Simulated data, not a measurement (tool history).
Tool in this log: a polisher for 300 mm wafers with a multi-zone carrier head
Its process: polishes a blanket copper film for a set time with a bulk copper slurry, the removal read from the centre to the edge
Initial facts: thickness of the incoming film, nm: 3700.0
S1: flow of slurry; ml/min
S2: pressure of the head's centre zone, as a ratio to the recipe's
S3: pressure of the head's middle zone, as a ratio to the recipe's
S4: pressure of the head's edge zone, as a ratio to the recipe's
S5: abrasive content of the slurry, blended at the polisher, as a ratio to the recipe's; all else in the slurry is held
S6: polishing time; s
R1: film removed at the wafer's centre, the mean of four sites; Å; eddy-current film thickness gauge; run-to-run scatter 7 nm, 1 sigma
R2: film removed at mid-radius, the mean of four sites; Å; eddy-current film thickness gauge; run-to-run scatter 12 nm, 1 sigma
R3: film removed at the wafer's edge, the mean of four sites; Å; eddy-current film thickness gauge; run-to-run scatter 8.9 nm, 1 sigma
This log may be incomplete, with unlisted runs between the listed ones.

Run 1, hour 0.0: S1 135 ml/min, S2 1.00, S3 1.00, S4 1.00, S5 1.00, S6 69 s. Result: R1 5483.1 Å, R2 5529.6 Å, R3 5237.4 Å.
Run 2, hour 7.8: S1 140 ml/min, S2 1.00, S3 1.02, S4 1.02, S5 1.05, S6 71 s. Result: R1 5689.2 Å, R2 5946.4 Å, R3 5700.7 Å.
Run 3, hour 10.7: S1 140 ml/min, S2 1.00, S3 1.02, S4 1.02, S5 1.15, S6 71 s. Result: R1 5854.3 Å, R2 5866.9 Å, R3 5789.3 Å.
Run 4, hour 11.3: S1 140 ml/min, S2 1.07, S3 1.02, S4 1.02, S5 1.15, S6 71 s. Result: R1 6158.1 Å, R2 5949.6 Å, R3 5730.5 Å.
Run 5, hour 12.3: S1 140 ml/min, S2 1.07, S3 1.10, S4 1.02, S5 1.15, S6 71 s. Result: R1 6281.1 Å, R2 6317.6 Å, R3 5766.5 Å.
Run 6, hour 21.1: S1 140 ml/min, S2 1.04, S3 1.10, S4 1.02, S5 1.15, S6 71 s. Result: R1 6007.6 Å, R2 6394.1 Å, R3 5731.7 Å.
Run 7, hour 23.9: S1 145 ml/min, S2 1.05, S3 1.11, S4 1.03, S5 1.20, S6 73 s. Result: R1 6375.2 Å, R2 6788.6 Å, R3 6098.4 Å.
Run 8, hour 28.3: S1 150 ml/min, S2 1.06, S3 1.12, S4 1.05, S5 1.25, S6 74 s. Result: R1 6720.8 Å, R2 6982.1 Å, R3 6319.4 Å.
Run 9, hour 32.2: S1 155 ml/min, S2 1.06, S3 1.13, S4 1.06, S5 1.30, S6 75 s. Result: R1 6890.8 Å, R2 6989.4 Å, R3 6342.4 Å.
Run 10, hour 36.7: S1 150 ml/min, S2 1.06, S3 1.13, S4 1.06, S5 1.30, S6 77 s. Result: R1 6931.7 Å, R2 7195.6 Å, R3 6716.2 Å.
Run 11, hour 39.5: S1 155 ml/min, S2 1.06, S3 1.14, S4 1.06, S5 1.30, S6 78 s. Result: R1 7130.2 Å, R2 7474.9 Å, R3 6695.1 Å.
Run 12, hour 47.9: S1 155 ml/min, S2 1.06, S3 1.15, S4 1.07, S5 1.35, S6 79 s. Result: R1 7260.0 Å, R2 7675.8 Å, R3 6838.5 Å.

Forecast run 13:
Run 13, hour 49.3: S1 155 ml/min, S2 1.06, S3 1.15, S4 1.08, S5 1.35, S6 80 s. Result: R1 ?, R2 ?, R3 ?.

Run 13 yielded R1 7293.5 Å, R2 7836.0 Å, R3 6830.1 Å.
